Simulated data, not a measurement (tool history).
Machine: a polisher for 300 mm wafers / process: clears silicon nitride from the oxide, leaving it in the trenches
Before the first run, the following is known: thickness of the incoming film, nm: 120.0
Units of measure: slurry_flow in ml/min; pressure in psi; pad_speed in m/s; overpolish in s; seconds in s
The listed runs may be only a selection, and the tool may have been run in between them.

run,hour,slurry_flow,pressure,pad_speed,overpolish,seconds
1,0,215,3.2,1.22,13,95.935
2,6.9,215,3.1,1.22,13,99.328
3,14.6,215,3,1.22,13,103.76
4,21.2,175,3,1.22,13,106.75
# hour 24.6: worn pad replaced by a new one
5,24.6,170,2.8,1.22,13,101.71
6,32.9,170,3.3,1.22,13,86.057
7,34.9,180,3.2,1.22,13,86.688
8,42,195,3.2,1.22,13,87.703

Forecast run 9:
9,42.9,200,3.1,1.22,13,?

seconds: 90.349 s
